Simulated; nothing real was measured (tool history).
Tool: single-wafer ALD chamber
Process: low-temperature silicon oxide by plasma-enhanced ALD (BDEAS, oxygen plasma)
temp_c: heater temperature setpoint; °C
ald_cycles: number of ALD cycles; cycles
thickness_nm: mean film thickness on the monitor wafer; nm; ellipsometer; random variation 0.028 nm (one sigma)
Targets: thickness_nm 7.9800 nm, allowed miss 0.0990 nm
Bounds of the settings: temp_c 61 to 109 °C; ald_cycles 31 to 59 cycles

| run | hour | temp_c | ald_cycles | thickness_nm |
|---|---|---|---|---|
| 1 | 0.0 | 85 | 45 | 6.5840 |
| 2 | 7.7 | 85 | 48 | 7.0139 |
| 3 | 12.8 | 82 | 48 | 7.0677 |
| 4 | 13.6 | 80 | 49 | 7.2444 |
| 5 | 18.1 | 78 | 50 | 7.4867 |
| 6 | 22.7 | 76 | 50 | 7.5358 |
| 7 | 23.6 | 74 | 50 | 7.5461 |
| 8 | 24.4 | 73 | 50 | 7.5606 |
| 9 | 32.0 | 72 | 50 | 7.5548 |
| 10 | 38.6 | 71 | 50 | 7.6231 |

Which of these 4 next moves meets every target?
| A | 45.2 | 71 | 48 | ? |
| B | 45.2 | 69 | 54 | ? |
| C | 45.2 | 66 | 52 | ? |
| D | 45.2 | 67 | 53 | ? |

| move | thickness_nm |
|---|---|
| A | 7.3357 |
| B | 8.3004 |
| C | 8.0620 |
| D | 8.1936 |
A: further off than the last run
B: takes the result that was furthest off past its target
C: meets every target
D: takes the result that was furthest off past its target
Move C is the one to make.
